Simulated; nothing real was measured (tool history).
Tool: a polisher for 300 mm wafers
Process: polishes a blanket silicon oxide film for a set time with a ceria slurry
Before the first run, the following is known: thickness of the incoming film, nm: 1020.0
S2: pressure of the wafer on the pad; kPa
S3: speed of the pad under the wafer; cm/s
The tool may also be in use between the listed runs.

run 1 hour=0.0 | flow_of_slurry_(ml/min)=315 S2=24.1 S3=106 polishing_time_(s)=26 | film_removed_(nm)=147.37
run 2 hour=0.6 | flow_of_slurry_(ml/min)=315 S2=26.9 S3=106 polishing_time_(s)=26 | film_removed_(nm)=161.17
run 3 hour=6.6 | flow_of_slurry_(ml/min)=315 S2=29.6 S3=108 polishing_time_(s)=26 | film_removed_(nm)=180.88
run 4 hour=10.0 | flow_of_slurry_(ml/min)=315 S2=31.7 S3=110 polishing_time_(s)=26 | film_removed_(nm)=195.39
run 5 hour=13.8 | flow_of_slurry_(ml/min)=315 S2=33.1 S3=112 polishing_time_(s)=26 | film_removed_(nm)=210.27
run 6 hour=15.1 | flow_of_slurry_(ml/min)=285 S2=33.1 S3=112 polishing_time_(s)=26 | film_removed_(nm)=206.22

Run 7, settings as shown, results not yet in. Your forecast:
run 7 hour=18.7 | flow_of_slurry_(ml/min)=285 S2=33.1 S3=112 polishing_time_(s)=26 | film_removed_(nm)=?

{"run 7": {"film removed (nm)": 205.39}}

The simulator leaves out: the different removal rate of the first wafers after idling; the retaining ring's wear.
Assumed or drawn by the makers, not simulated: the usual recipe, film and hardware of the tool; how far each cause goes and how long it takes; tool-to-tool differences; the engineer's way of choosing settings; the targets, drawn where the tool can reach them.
